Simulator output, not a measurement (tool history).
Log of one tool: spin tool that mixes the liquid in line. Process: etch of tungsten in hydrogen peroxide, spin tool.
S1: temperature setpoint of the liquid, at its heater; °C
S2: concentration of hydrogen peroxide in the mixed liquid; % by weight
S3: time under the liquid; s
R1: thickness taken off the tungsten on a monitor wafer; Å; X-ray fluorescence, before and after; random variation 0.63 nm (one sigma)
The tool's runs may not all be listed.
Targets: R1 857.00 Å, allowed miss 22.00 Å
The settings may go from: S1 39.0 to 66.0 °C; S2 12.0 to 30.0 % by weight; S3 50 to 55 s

run,hour,S1,S2,S3,R1
1,0.0,55.0,23.0,50,1290.00
2,3.8,55.0,23.0,55,1411.10
3,6.4,54.0,23.0,55,1340.50
4,10.8,54.0,24.5,55,1392.80
5,17.7,53.0,24.5,55,1292.90
# hour 18.3: thermometer replaced
6,18.3,53.0,28.0,55,1474.20
7,22.4,52.0,28.0,55,1382.50
8,27.5,51.0,28.0,55,1293.00

Which of these 5 next moves meets every target?
A,32.6,60.5,27.0,55,?
B,32.6,57.0,30.0,55,?
C,32.6,46.0,27.0,50,?
D,32.6,49.5,28.5,50,?
E,32.6,43.0,25.5,50,?

move,R1
A,2225.30
B,1915.10
C,848.29
D,1082.70
E,681.89
A: further off than the last run
B: further off than the last run
C: meets every target
D: nearer than the last run, and not there yet
E: takes the result that was furthest off past its target
Answer: C
